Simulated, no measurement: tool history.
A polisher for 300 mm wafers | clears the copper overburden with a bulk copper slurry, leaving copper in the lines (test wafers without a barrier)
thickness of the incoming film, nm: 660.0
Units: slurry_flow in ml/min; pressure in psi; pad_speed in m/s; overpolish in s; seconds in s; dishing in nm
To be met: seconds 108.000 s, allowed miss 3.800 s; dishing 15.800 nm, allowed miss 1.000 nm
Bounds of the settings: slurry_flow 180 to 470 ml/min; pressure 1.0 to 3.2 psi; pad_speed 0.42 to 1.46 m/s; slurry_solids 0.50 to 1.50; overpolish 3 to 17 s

{"run": 1, "hour": 0.0, "slurry_flow": 300, "pressure": 2.1, "pad_speed": 0.94, "slurry_solids": 1.0, "overpolish": 9, "seconds": 115.02, "dishing": 29.832}
{"run": 2, "hour": 2.1, "slurry_flow": 255, "pressure": 2.1, "pad_speed": 0.94, "slurry_solids": 1.0, "overpolish": 9, "seconds": 113.76, "dishing": 30.726}
{"run": 3, "hour": 10.7, "slurry_flow": 255, "pressure": 2.1, "pad_speed": 0.94, "slurry_solids": 0.85, "overpolish": 9, "seconds": 122.06, "dishing": 29.058}
{"run": 4, "hour": 13.2, "slurry_flow": 195, "pressure": 2.1, "pad_speed": 0.94, "slurry_solids": 0.85, "overpolish": 9, "seconds": 126.24, "dishing": 28.118}
{"run": 5, "hour": 20.0, "slurry_flow": 195, "pressure": 2.1, "pad_speed": 0.76, "slurry_solids": 0.85, "overpolish": 9, "seconds": 153.07, "dishing": 23.689}
{"run": 6, "hour": 24.9, "slurry_flow": 195, "pressure": 1.9, "pad_speed": 0.76, "slurry_solids": 0.85, "overpolish": 9, "seconds": 167.78, "dishing": 20.982}
{"run": 7, "hour": 29.9, "slurry_flow": 195, "pressure": 1.9, "pad_speed": 0.82, "slurry_solids": 1.05, "overpolish": 7, "seconds": 151.62, "dishing": 19.837}
{"run": 8, "hour": 31.4, "slurry_flow": 280, "pressure": 2.0, "pad_speed": 0.84, "slurry_solids": 1.05, "overpolish": 6, "seconds": 134.36, "dishing": 18.789}
{"run": 9, "hour": 33.4, "slurry_flow": 310, "pressure": 2.1, "pad_speed": 0.84, "slurry_solids": 1.05, "overpolish": 5, "seconds": 127.44, "dishing": 17.398}
{"run": 10, "hour": 41.7, "slurry_flow": 320, "pressure": 2.2, "pad_speed": 0.84, "slurry_solids": 1.05, "overpolish": 4, "seconds": 121.72, "dishing": 14.429}

5 next moves are on the table. One of them brings every result within its allowed miss. Which?
{"run": "A", "hour": 50.0, "slurry_flow": 420, "pressure": 2.4, "pad_speed": 0.74, "slurry_solids": 0.9, "overpolish": 5, "seconds": "?", "dishing": "?"}
{"run": "B", "hour": 50.0, "slurry_flow": 345, "pressure": 2.3, "pad_speed": 0.94, "slurry_solids": 1.15, "overpolish": 3, "seconds": "?", "dishing": "?"}
{"run": "C", "hour": 50.0, "slurry_flow": 280, "pressure": 2.2, "pad_speed": 0.96, "slurry_solids": 1.05, "overpolish": 4, "seconds": "?", "dishing": "?"}
{"run": "D", "hour": 50.0, "slurry_flow": 315, "pressure": 2.4, "pad_speed": 0.94, "slurry_solids": 1.1, "overpolish": 3, "seconds": "?", "dishing": "?"}
{"run": "E", "hour": 50.0, "slurry_flow": 320, "pressure": 2.6, "pad_speed": 0.76, "slurry_solids": 1.15, "overpolish": 3, "seconds": "?", "dishing": "?"}

move=A seconds=127.870 dishing=16.135
move=B seconds=100.750 dishing=12.594
move=C seconds=107.200 dishing=15.444
move=D seconds=98.417 dishing=12.878
move=E seconds=110.420 dishing=11.596
A: further off than the last run
B: takes the result that was furthest off past its target
C: meets every target
D: takes the result that was furthest off past its target
E: brings the result that was furthest off to its target, and leaves another outside
Answer: C
